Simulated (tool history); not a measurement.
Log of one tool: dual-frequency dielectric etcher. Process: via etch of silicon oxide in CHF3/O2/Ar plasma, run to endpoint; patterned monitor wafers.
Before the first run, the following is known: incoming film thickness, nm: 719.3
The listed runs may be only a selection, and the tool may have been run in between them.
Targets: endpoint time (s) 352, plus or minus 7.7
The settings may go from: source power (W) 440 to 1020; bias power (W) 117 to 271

| run | day | source power (W) | bias power (W) | endpoint time (s) |
|---|---|---|---|---|
| 1 | 0 | 730 | 194 | 296.04 |
| 2 | 0.258 | 640 | 194 | 306.8 |
| 3 | 0.479 | 550 | 194 | 319.45 |
| 4 | 0.767 | 530 | 190 | 325.62 |
| 5 | 0.792 | 530 | 169 | 340.69 |
| 6 | 1.129 | 530 | 203 | 318.53 |
| 7 | 1.417 | 520 | 198 | 319.04 |
| 8 | 1.55 | 510 | 194 | 325.98 |
| 9 | 1.888 | 500 | 191 | 333.98 |

Exactly one of the 5 candidate moves below puts every result within its allowed miss. Which one?
| A | 2.225 | 600 | 185 | ? |
| B | 2.225 | 500 | 196 | ? |
| C | 2.225 | 440 | 174 | ? |
| D | 2.225 | 580 | 207 | ? |
| E | 2.225 | 470 | 200 | ? |

| move | endpoint time (s) |
|---|---|
| A | 319.76 |
| B | 327.91 |
| C | 352.5 |
| D | 309.98 |
| E | 330.39 |
A: further off than the last run
B: further off than the last run
C: all results land within tolerance of their targets
D: further off than the last run
E: further off than the last run
C is the move that brings every result within its allowed miss.

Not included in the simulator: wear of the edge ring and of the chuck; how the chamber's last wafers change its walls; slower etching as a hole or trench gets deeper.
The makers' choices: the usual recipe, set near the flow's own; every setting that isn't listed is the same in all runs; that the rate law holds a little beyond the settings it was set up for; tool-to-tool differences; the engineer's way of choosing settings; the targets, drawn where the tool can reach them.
